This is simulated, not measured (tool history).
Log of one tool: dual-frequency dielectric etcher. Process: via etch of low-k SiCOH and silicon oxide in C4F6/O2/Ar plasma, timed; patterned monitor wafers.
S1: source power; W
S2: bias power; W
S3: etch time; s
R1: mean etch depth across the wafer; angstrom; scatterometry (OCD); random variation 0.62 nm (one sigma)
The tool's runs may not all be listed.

run  hour   S1   S2    S3      R1
  1   0.0  450  213  61.0  1688.5
  2   4.6  410  213  61.0  1610.1
  3  12.3  410  233  61.0  1654.7
  4  18.9  410  233  63.5  1736.4
  5  25.8  370  206  63.0  1588.0
  6  30.3  370  206  61.0  1542.7
     33.0  -- wet clean of the chamber
  7  33.0  340  192  61.0  1397.4
  8  40.2  330  192  61.0  1375.1

The next listed run, before its measurement:
  9  42.4  320  192  61.0   ?

Run 9 gave R1 1364.2 angstrom.
